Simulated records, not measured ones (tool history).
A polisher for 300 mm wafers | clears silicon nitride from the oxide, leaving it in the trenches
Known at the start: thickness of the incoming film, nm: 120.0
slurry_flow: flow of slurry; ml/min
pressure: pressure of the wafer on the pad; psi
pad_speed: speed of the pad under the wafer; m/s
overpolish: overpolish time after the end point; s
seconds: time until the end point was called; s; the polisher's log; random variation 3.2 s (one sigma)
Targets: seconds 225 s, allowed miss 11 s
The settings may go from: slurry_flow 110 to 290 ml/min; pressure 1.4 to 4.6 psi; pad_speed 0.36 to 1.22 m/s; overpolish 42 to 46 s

run,hour,slurry_flow,pressure,pad_speed,overpolish,seconds
1,0,185,3,0.78,42,137.04
2,3.7,185,3,0.78,46,137.71
3,11.6,225,3,0.78,46,131.08
4,17.1,220,2.8,0.78,46,142.3
5,17.7,220,2.6,0.78,46,149.93
6,23.3,220,2.4,0.78,46,160.61
7,31.4,220,2.4,0.78,46,156.99
8,37.3,220,2.2,0.78,46,165.42
9,42.9,220,2.1,0.76,46,175.68
10,49.7,220,2,0.76,46,180.41
11,52.1,220,1.9,0.76,46,189.07
12,59.5,220,1.8,0.76,46,190.98
13,68.1,220,1.7,0.76,46,197.99

Which of these 5 next moves meets every target?
A,76.7,240,2.2,0.74,46,?
B,76.7,215,1.8,0.72,42,?
C,76.7,215,1.8,0.64,46,?
D,76.7,180,1.7,0.94,46,?
E,76.7,200,3.1,0.6,46,?

move,seconds
A,170.11
B,199.46
C,223.49
D,162.39
E,169.05
A: further off than the last run
B: nearer than the last run, and not there yet
C: meets every target
D: further off than the last run
E: further off than the last run
The right move is C.
